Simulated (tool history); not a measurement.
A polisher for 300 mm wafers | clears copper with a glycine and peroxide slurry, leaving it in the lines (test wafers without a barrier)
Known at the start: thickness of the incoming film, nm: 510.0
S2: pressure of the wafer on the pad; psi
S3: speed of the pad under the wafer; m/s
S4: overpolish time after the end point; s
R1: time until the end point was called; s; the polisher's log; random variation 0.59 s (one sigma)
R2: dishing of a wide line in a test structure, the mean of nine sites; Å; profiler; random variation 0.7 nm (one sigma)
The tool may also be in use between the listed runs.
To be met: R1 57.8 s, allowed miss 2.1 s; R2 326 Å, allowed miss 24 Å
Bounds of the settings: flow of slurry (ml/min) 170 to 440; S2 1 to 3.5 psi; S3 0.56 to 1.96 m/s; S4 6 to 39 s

Run 1, hour 0: flow of slurry (ml/min) 280, S2 2.2 psi, S3 1.26 m/s, S4 20 s. Result: R1 98.794 s, R2 369.4 Å.
Run 2, hour 8.8: flow of slurry (ml/min) 315, S2 2.2 psi, S3 1.26 m/s, S4 20 s. Result: R1 96.614 s, R2 366.76 Å.
Run 3, hour 13.5: flow of slurry (ml/min) 325, S2 2.6 psi, S3 1.28 m/s, S4 15 s. Result: R1 83.142 s, R2 355.94 Å.
Run 4, hour 15.2: flow of slurry (ml/min) 325, S2 3.2 psi, S3 1.28 m/s, S4 15 s. Result: R1 70.265 s, R2 360.05 Å.
Run 5, hour 18.4: flow of slurry (ml/min) 325, S2 2.8 psi, S3 1.28 m/s, S4 15 s. Result: R1 78.626 s, R2 352.59 Å.
Run 6, hour 23.9: flow of slurry (ml/min) 325, S2 2.8 psi, S3 1.58 m/s, S4 15 s. Result: R1 65.697 s, R2 372.32 Å.
Run 7, hour 29.5: flow of slurry (ml/min) 335, S2 2.9 psi, S3 1.56 m/s, S4 12 s. Result: R1 63.338 s, R2 349.32 Å.
Run 8, hour 36: flow of slurry (ml/min) 340, S2 3 psi, S3 1.56 m/s, S4 10 s. Result: R1 61.855 s, R2 343.5 Å.
Run 9, hour 42.5: flow of slurry (ml/min) 340, S2 3.1 psi, S3 1.56 m/s, S4 9 s. Result: R1 59.881 s, R2 315.42 Å.

Which of these 5 next moves meets every target?
Run A, hour 49: flow of slurry (ml/min) 360, S2 3.5 psi, S3 1.36 m/s, S4 6 s. Result: R1 ?, R2 ?.
Run B, hour 49: flow of slurry (ml/min) 250, S2 3.2 psi, S3 1.6 m/s, S4 10 s. Result: R1 ?, R2 ?.
Run C, hour 49: flow of slurry (ml/min) 355, S2 3.2 psi, S3 1.42 m/s, S4 11 s. Result: R1 ?, R2 ?.
Run D, hour 49: flow of slurry (ml/min) 355, S2 3 psi, S3 1.54 m/s, S4 8 s. Result: R1 ?, R2 ?.
Run E, hour 49: flow of slurry (ml/min) 415, S2 3.2 psi, S3 1.36 m/s, S4 12 s. Result: R1 ?, R2 ?.

move      R1      R2
   A  60.095   272.9
   B  57.794  340.24
   C  62.679  344.57
   D  61.765   307.9
   E  64.484  351.59
A: further off than the last run
B: meets every target
C: further off than the last run
D: further off than the last run
E: further off than the last run
Answer: B
